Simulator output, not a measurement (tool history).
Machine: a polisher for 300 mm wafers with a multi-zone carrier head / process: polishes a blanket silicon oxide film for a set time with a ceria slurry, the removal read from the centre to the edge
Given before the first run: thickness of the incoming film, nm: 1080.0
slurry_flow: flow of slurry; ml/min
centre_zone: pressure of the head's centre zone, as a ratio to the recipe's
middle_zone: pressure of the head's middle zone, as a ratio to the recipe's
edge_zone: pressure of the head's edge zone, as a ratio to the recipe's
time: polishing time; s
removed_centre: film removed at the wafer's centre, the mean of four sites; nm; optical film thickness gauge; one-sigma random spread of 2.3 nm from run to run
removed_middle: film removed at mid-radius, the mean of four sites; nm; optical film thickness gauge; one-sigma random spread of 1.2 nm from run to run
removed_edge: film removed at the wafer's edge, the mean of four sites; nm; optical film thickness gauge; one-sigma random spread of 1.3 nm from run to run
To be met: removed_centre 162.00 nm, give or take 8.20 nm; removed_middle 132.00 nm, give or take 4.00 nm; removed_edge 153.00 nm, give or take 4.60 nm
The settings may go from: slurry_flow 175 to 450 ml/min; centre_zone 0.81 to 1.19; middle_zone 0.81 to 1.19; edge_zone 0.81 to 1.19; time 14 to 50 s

Run 1, hour 0.0: slurry_flow 290 ml/min, centre_zone 1.00, middle_zone 1.00, edge_zone 1.00, time 32 s. Result: removed_centre 225.74 nm, removed_middle 219.59 nm, removed_edge 222.92 nm.
Run 2, hour 1.9: slurry_flow 320 ml/min, centre_zone 1.00, middle_zone 1.00, edge_zone 1.00, time 32 s. Result: removed_centre 219.61 nm, removed_middle 216.97 nm, removed_edge 225.27 nm.
Run 3, hour 9.0: slurry_flow 320 ml/min, centre_zone 1.00, middle_zone 0.98, edge_zone 0.99, time 31 s. Result: removed_centre 214.75 nm, removed_middle 207.51 nm, removed_edge 213.66 nm.
Run 4, hour 10.5: slurry_flow 365 ml/min, centre_zone 1.00, middle_zone 0.98, edge_zone 0.99, time 31 s. Result: removed_centre 218.26 nm, removed_middle 209.35 nm, removed_edge 216.64 nm.
At hour 17.0: slurry nozzle cleaned.
Run 5, hour 17.0: slurry_flow 365 ml/min, centre_zone 1.00, middle_zone 0.92, edge_zone 0.99, time 31 s. Result: removed_centre 226.90 nm, removed_middle 205.45 nm, removed_edge 220.12 nm.
Run 6, hour 19.6: slurry_flow 365 ml/min, centre_zone 1.00, middle_zone 0.91, edge_zone 0.99, time 30 s. Result: removed_centre 220.11 nm, removed_middle 193.76 nm, removed_edge 215.99 nm.
Run 7, hour 23.8: slurry_flow 365 ml/min, centre_zone 1.00, middle_zone 0.91, edge_zone 0.99, time 30 s. Result: removed_centre 221.90 nm, removed_middle 197.30 nm, removed_edge 217.47 nm.
Run 8, hour 30.6: slurry_flow 315 ml/min, centre_zone 1.00, middle_zone 0.81, edge_zone 0.89, time 21 s. Result: removed_centre 152.26 nm, removed_middle 121.76 nm, removed_edge 140.21 nm.
Run 9, hour 34.5: slurry_flow 325 ml/min, centre_zone 1.00, middle_zone 0.81, edge_zone 0.90, time 21 s. Result: removed_centre 149.73 nm, removed_middle 125.01 nm, removed_edge 142.63 nm.
Run 10, hour 38.1: slurry_flow 360 ml/min, centre_zone 1.08, middle_zone 0.82, edge_zone 0.98, time 22 s. Result: removed_centre 173.16 nm, removed_middle 130.98 nm, removed_edge 154.62 nm.

Below are 4 possible settings for the next run. Only one of them brings all results inside the allowed miss of their targets. Which is it?
Run A, hour 41.7: slurry_flow 390 ml/min, centre_zone 0.98, middle_zone 0.81, edge_zone 0.90, time 22 s. Result: removed_centre ?, removed_middle ?, removed_edge ?.
Run B, hour 41.7: slurry_flow 340 ml/min, centre_zone 1.08, middle_zone 0.87, edge_zone 0.91, time 21 s. Result: removed_centre ?, removed_middle ?, removed_edge ?.
Run C, hour 41.7: slurry_flow 390 ml/min, centre_zone 1.14, middle_zone 0.81, edge_zone 0.90, time 22 s. Result: removed_centre ?, removed_middle ?, removed_edge ?.
Run D, hour 41.7: slurry_flow 405 ml/min, centre_zone 1.18, middle_zone 0.81, edge_zone 0.93, time 22 s. Result: removed_centre ?, removed_middle ?, removed_edge ?.

move  removed_centre  removed_middle  removed_edge
   A          158.62          132.30        150.15
   B          161.18          132.31        142.66
   C          178.37          132.22        150.15
   D          183.89          132.57        152.78
A: hits every target within its allowed miss
B: gets the furthest-off result to its target, but another result is out of tolerance
C: misses by more than the last run did
D: misses by more than the last run did
A meets every target.

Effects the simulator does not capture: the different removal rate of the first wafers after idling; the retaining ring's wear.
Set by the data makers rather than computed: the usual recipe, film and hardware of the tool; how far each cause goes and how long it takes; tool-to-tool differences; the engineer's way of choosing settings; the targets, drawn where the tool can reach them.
